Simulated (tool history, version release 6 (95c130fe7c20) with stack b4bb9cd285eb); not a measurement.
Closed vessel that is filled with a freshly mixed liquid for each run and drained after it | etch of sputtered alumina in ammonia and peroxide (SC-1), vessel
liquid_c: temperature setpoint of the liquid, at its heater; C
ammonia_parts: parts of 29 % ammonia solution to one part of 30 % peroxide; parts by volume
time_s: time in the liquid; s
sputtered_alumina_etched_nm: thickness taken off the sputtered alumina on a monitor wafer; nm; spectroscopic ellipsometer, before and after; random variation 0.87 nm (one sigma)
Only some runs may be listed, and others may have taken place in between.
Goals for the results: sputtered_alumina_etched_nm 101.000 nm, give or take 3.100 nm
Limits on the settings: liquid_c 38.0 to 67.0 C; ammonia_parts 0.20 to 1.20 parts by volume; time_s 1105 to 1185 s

{"run": 1, "hour": 0.0, "liquid_c": 51.0, "ammonia_parts": 0.75, "time_s": 1105, "sputtered_alumina_etched_nm": 54.786}
{"run": 2, "hour": 4.5, "liquid_c": 48.5, "ammonia_parts": 0.75, "time_s": 1105, "sputtered_alumina_etched_nm": 48.075}
{"run": 3, "hour": 6.8, "liquid_c": 52.5, "ammonia_parts": 0.75, "time_s": 1105, "sputtered_alumina_etched_nm": 59.809}
{"run": 4, "hour": 11.8, "liquid_c": 55.0, "ammonia_parts": 0.75, "time_s": 1105, "sputtered_alumina_etched_nm": 68.29}
{"run": 5, "hour": 13.7, "liquid_c": 57.0, "ammonia_parts": 0.75, "time_s": 1105, "sputtered_alumina_etched_nm": 75.985}
{"run": 6, "hour": 18.0, "liquid_c": 57.0, "ammonia_parts": 1.0, "time_s": 1105, "sputtered_alumina_etched_nm": 78.352}
{"run": 7, "hour": 22.4, "liquid_c": 58.5, "ammonia_parts": 1.0, "time_s": 1105, "sputtered_alumina_etched_nm": 83.588}
{"run": 8, "hour": 25.7, "liquid_c": 59.5, "ammonia_parts": 1.0, "time_s": 1105, "sputtered_alumina_etched_nm": 88.13}
{"run": 9, "hour": 34.5, "liquid_c": 60.0, "ammonia_parts": 1.0, "time_s": 1105, "sputtered_alumina_etched_nm": 90.9}

Which one of the following 4 next-run settings gets every result inside its allowed miss? There is exactly one.
{"run": "A", "hour": 43.3, "liquid_c": 57.0, "ammonia_parts": 0.9, "time_s": 1185, "sputtered_alumina_etched_nm": "?"}
{"run": "B", "hour": 43.3, "liquid_c": 58.0, "ammonia_parts": 0.9, "time_s": 1105, "sputtered_alumina_etched_nm": "?"}
{"run": "C", "hour": 43.3, "liquid_c": 58.5, "ammonia_parts": 1.15, "time_s": 1105, "sputtered_alumina_etched_nm": "?"}
{"run": "D", "hour": 43.3, "liquid_c": 62.0, "ammonia_parts": 1.1, "time_s": 1105, "sputtered_alumina_etched_nm": "?"}

move=A sputtered_alumina_etched_nm=82.855
move=B sputtered_alumina_etched_nm=81.399
move=C sputtered_alumina_etched_nm=85.498
move=D sputtered_alumina_etched_nm=101.850
A: lands further from the targets than the last run did
B: lands further from the targets than the last run did
C: lands further from the targets than the last run did
D: every result lands within tolerance
Answer: D

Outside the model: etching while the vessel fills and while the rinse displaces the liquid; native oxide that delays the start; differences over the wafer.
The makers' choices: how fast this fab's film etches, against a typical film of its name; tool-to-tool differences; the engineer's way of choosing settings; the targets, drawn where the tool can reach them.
